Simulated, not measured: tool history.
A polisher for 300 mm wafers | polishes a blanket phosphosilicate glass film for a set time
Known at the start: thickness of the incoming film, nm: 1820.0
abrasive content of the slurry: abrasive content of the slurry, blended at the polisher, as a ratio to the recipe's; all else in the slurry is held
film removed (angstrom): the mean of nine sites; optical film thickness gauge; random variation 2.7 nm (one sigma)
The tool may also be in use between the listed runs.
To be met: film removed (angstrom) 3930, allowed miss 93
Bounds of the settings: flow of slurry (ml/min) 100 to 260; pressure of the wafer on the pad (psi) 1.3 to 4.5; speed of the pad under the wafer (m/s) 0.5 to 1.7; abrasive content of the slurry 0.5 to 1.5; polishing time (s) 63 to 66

run	hour	flow of slurry (ml/min)	pressure of the wafer on the pad (psi)	speed of the pad under the wafer (m/s)	abrasive content of the slurry	polishing time (s)	film removed (angstrom)
1	0	165	2.9	1.1	1	63	3352.9
2	1.3	195	2.9	1.1	1	63	3416.6
3	9.9	200	3	1.1	1	63	3545.2
4	14.9	200	3	1.1	0.9	63	3377
5	17.5	205	3.1	1.1	0.9	63	3464.5
6	19.1	205	3.1	1.1	0.75	63	3201.6
7	23.5	210	3.3	1.1	0.75	63	3371.2
8	30	215	3.4	1.1	0.75	63	3438
9	31.8	215	3.5	1.1	0.75	63	3533.1
10	36.8	215	3.5	1.1	0.75	63	3481.5
11	39.8	215	3.6	1.1	0.75	63	3610.5
12	44.3	215	3.7	1.1	0.75	63	3658.4
13	49.4	220	3.8	1.1	0.75	63	3774

4 next moves are on the table. One of them brings every result within its allowed miss. Which?
A	54.5	170	3.6	1.26	0.75	65	?
B	54.5	245	4.5	1.02	0.7	66	?
C	54.5	215	4.2	0.78	0.85	65	?
D	54.5	210	3.6	1.04	0.75	64	?

move	film removed (angstrom)
A	3886
B	4152.4
C	3594.6
D	3498.6
A: meets every target
B: takes the result that was furthest off past its target
C: further off than the last run
D: further off than the last run
The right move is A.
